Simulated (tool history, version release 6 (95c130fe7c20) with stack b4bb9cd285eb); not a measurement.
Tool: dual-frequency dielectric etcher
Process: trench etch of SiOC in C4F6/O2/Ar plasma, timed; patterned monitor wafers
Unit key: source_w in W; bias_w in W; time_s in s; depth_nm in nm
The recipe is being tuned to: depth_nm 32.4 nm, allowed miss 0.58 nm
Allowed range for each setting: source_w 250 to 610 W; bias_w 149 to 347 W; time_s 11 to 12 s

run  hour  source_w  bias_w  time_s  depth_nm
  1     0       430     248      12    26.548
  2   0.6       430     210      12    24.895
  3   1.1       500     210      12    26.408
  4   6.4       460     210      12    25.695
  5  11.8       460     242      12    26.857
  6  19.9       460     269      12    28.083
  7  23.1       480     272      12    28.403
  8  25.2       500     277      12    29.292
  9  32.1       510     279      12    29.476
 10  40.6       520     282      12    29.877
 11  42.6       530     284      12    30.105
 12  45.6       540     286      12    30.342

Which of these 5 next moves meets every target?
  A  48.6       540     276    11.5         ?
  B  48.6       610     305      12         ?
  C  48.6       590     285      11         ?
  D  48.6       570     272      11         ?
  E  48.6       560     261    11.5         ?

move  depth_nm
   A    28.928
   B    32.646
   C    28.866
   D    28.048
   E    28.717
A: its largest miss is bigger than the last run's
B: every result lands within tolerance
C: its largest miss is bigger than the last run's
D: its largest miss is bigger than the last run's
E: its largest miss is bigger than the last run's
The right move is B.
